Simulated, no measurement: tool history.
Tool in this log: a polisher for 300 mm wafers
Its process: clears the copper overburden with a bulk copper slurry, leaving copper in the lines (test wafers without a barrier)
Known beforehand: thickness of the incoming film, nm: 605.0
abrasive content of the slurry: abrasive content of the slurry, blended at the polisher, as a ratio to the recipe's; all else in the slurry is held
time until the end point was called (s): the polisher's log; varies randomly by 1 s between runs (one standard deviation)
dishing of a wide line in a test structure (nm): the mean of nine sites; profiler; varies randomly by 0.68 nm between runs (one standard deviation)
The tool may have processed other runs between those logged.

run	hour	flow of slurry (ml/min)	pressure of the wafer on the pad (kPa)	speed of the pad under the wafer (m/s)	abrasive content of the slurry	overpolish time after the end point (s)	time until the end point was called (s)	dishing of a wide line in a test structure (nm)
1	0	290	19.3	0.84	1	14	83.747	44.942
2	7.5	260	19.3	0.84	1	14	87.136	44.199
3	11.2	245	18.6	0.84	1	15	85.879	44.201
4	14.1	245	22.8	0.84	1	15	74.61	48.523
5	21.2	245	20	0.84	1	16	82.804	46.906
6	29	245	20	0.84	1.1	16	80.518	48.989
7	32.3	245	17.9	0.84	1.1	16	87.011	45.907
8	34.4	245	16.5	0.84	1.1	17	90.662	45.592
9	42.5	245	15.2	0.84	1.1	18	97.823	44.437

What does the tool deliver on the next run?
10	45.7	245	14.5	0.84	1.1	18	?	?

time until the end point was called (s): 100.98
dishing of a wide line in a test structure (nm): 44.129
